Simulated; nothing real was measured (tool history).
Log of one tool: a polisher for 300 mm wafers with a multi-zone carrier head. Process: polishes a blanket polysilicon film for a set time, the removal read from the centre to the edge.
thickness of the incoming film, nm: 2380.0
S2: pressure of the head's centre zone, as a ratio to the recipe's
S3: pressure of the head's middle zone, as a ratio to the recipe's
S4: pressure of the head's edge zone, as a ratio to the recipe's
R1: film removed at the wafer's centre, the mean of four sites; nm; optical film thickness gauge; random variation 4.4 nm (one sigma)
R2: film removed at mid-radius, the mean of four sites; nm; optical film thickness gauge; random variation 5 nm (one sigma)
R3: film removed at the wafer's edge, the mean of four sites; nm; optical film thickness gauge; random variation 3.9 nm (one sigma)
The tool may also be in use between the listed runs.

{"run": 1, "hour": 0.0, "flow of slurry (ml/min)": 205, "S2": 1, "S3": 1, "S4": 1, "polishing time (s)": 61, "R1": 511.03, "R2": 493.35, "R3": 509.19}
{"run": 2, "hour": 2.7, "flow of slurry (ml/min)": 205, "S2": 1, "S3": 1, "S4": 1, "polishing time (s)": 49, "R1": 416.97, "R2": 396.74, "R3": 412.62}
{"run": 3, "hour": 5.9, "flow of slurry (ml/min)": 205, "S2": 1, "S3": 1, "S4": 0.94, "polishing time (s)": 49, "R1": 404.15, "R2": 399.55, "R3": 395.7}
{"run": 4, "hour": 9.5, "flow of slurry (ml/min)": 205, "S2": 1, "S3": 0.92, "S4": 0.94, "polishing time (s)": 49, "R1": 407.01, "R2": 379.32, "R3": 396.74}
{"run": 5, "hour": 15.1, "flow of slurry (ml/min)": 210, "S2": 0.98, "S3": 0.96, "S4": 0.94, "polishing time (s)": 50, "R1": 405.25, "R2": 391.25, "R3": 406.69}
{"run": 6, "hour": 22.4, "flow of slurry (ml/min)": 210, "S2": 0.96, "S3": 1, "S4": 0.94, "polishing time (s)": 51, "R1": 410.06, "R2": 413.4, "R3": 406.51}
{"run": 7, "hour": 28.5, "flow of slurry (ml/min)": 210, "S2": 0.93, "S3": 1.03, "S4": 0.96, "polishing time (s)": 51, "R1": 396.83, "R2": 421.56, "R3": 417.02}

Forecast run 8:
{"run": 8, "hour": 29.5, "flow of slurry (ml/min)": 210, "S2": 0.92, "S3": 1.05, "S4": 0.96, "polishing time (s)": 51, "R1": "?", "R2": "?", "R3": "?"}

Run 8 gave R1 395.44 nm, R2 436.9 nm, R3 417.41 nm.
